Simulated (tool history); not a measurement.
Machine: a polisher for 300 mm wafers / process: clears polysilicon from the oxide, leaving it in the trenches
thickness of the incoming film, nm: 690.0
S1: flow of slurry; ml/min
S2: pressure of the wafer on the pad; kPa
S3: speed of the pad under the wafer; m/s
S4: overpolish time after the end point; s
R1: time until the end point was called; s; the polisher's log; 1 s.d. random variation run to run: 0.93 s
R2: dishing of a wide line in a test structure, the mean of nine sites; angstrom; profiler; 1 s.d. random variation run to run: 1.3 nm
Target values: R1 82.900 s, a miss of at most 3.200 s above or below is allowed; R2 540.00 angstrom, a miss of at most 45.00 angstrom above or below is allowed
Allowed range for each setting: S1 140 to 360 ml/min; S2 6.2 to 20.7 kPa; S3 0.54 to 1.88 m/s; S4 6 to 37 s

| run | hour | S1 | S2 | S3 | S4 | R1 | R2 |
|---|---|---|---|---|---|---|---|
| 1 | 0.0 | 230 | 13.1 | 1.20 | 19 | 68.373 | 641.27 |
| 2 | 4.2 | 230 | 15.9 | 1.20 | 19 | 59.334 | 611.48 |
| 3 | 7.6 | 230 | 15.9 | 1.20 | 15 | 59.403 | 595.24 |
| 4 | 12.4 | 230 | 15.9 | 1.18 | 14 | 61.369 | 580.86 |
| 5 | 17.5 | 230 | 15.9 | 1.18 | 18 | 61.137 | 624.34 |
| 6 | 23.3 | 230 | 15.9 | 1.00 | 18 | 71.674 | 609.19 |
| 7 | 28.2 | 230 | 15.9 | 1.00 | 17 | 71.143 | 603.04 |
| 8 | 31.0 | 230 | 15.9 | 1.00 | 17 | 71.502 | 622.94 |
| 9 | 38.0 | 225 | 15.9 | 1.00 | 16 | 72.315 | 581.30 |
| 10 | 46.9 | 220 | 15.9 | 1.00 | 16 | 71.415 | 565.68 |
| 11 | 52.7 | 210 | 14.5 | 1.00 | 16 | 76.518 | 583.32 |

Pick the move, out of 5, that brings all results within their allowed miss; only one does.
| A | 58.5 | 200 | 16.5 | 1.08 | 11 | ? | ? |
| B | 58.5 | 235 | 12.4 | 0.94 | 14 | ? | ? |
| C | 58.5 | 195 | 14.5 | 0.84 | 15 | ? | ? |
| D | 58.5 | 265 | 15.2 | 1.02 | 33 | ? | ? |
| E | 58.5 | 225 | 10.3 | 1.16 | 12 | ? | ? |

| move | R1 | R2 |
|---|---|---|
| A | 65.557 | 554.36 |
| B | 90.341 | 539.98 |
| C | 92.354 | 548.60 |
| D | 71.567 | 638.99 |
| E | 83.654 | 525.05 |
A: lands further from the targets than the last run did
B: the result that was furthest off in the last run now lies on the other side of its target
C: the result that was furthest off in the last run now lies on the other side of its target
D: lands further from the targets than the last run did
E: all results land within tolerance of their targets
Answer: E
